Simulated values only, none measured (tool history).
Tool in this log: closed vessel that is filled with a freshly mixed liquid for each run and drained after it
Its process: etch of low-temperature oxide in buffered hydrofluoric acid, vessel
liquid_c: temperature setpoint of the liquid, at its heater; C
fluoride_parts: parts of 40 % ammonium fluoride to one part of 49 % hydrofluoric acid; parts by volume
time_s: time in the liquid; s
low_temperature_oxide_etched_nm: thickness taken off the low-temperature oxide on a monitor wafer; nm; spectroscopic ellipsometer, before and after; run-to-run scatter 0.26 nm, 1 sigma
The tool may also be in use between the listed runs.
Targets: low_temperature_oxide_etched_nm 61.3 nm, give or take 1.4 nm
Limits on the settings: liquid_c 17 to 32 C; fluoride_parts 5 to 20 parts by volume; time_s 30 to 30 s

| run | hour | liquid_c | fluoride_parts | time_s | low_temperature_oxide_etched_nm |
|---|---|---|---|---|---|
| 1 | 0 | 24 | 12 | 30 | 95.006 |
| 2 | 2.2 | 25.5 | 12 | 30 | 102.58 |
| 3 | 10.2 | 27 | 12 | 30 | 111.55 |
| 4 | 12.5 | 27 | 12 | 30 | 110.37 |
| 5 | 17.1 | 25.5 | 12 | 30 | 102.63 |
| 6 | 24.1 | 25.5 | 12 | 30 | 102.73 |
| 7 | 26.4 | 24 | 12 | 30 | 95.134 |
| 8 | 29.6 | 23 | 12 | 30 | 89.316 |
| 9 | 34 | 19 | 12.5 | 30 | 68.619 |
| 10 | 40.6 | 18.5 | 12.5 | 30 | 66.409 |
| 11 | 46 | 17.5 | 12.5 | 30 | 63.599 |

Pick the move, out of 5, that brings all results within their allowed miss; only one does.
| A | 51.4 | 18.5 | 13 | 30 | ? |
| B | 51.4 | 17 | 12 | 30 | ? |
| C | 51.4 | 17 | 11.5 | 30 | ? |
| D | 51.4 | 17.5 | 12 | 30 | ? |
| E | 51.4 | 17 | 12.5 | 30 | ? |

| move | low_temperature_oxide_etched_nm |
|---|---|
| A | 64.243 |
| B | 63.802 |
| C | 66.514 |
| D | 65.649 |
| E | 61.302 |
A: further off than the last run
B: further off than the last run
C: further off than the last run
D: further off than the last run
E: hits every target within its allowed miss
The move that meets every target is E.

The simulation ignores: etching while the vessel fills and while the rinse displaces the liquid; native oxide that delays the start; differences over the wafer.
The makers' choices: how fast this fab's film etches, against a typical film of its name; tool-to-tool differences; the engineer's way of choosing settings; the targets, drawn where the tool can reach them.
